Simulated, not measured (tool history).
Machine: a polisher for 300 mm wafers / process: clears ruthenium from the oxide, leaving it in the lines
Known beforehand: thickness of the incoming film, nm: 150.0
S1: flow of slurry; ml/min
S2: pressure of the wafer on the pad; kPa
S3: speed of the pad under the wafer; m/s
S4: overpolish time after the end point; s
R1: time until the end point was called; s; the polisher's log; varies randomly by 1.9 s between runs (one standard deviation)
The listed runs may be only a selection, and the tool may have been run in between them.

run,hour,S1,S2,S3,S4,R1
1,0,275,15.9,1.12,35,110.35
2,8.1,275,14.5,1.12,35,117.87
3,11,315,14.5,1.12,35,114.86
4,16.9,365,14.5,1.12,35,115.19
5,23.1,365,15.9,1.12,35,107.46
6,26.9,365,13.8,1.12,35,119.52

What will run 7 give?
7,28.7,365,13.1,1.12,35,?

R1: 120.81 s
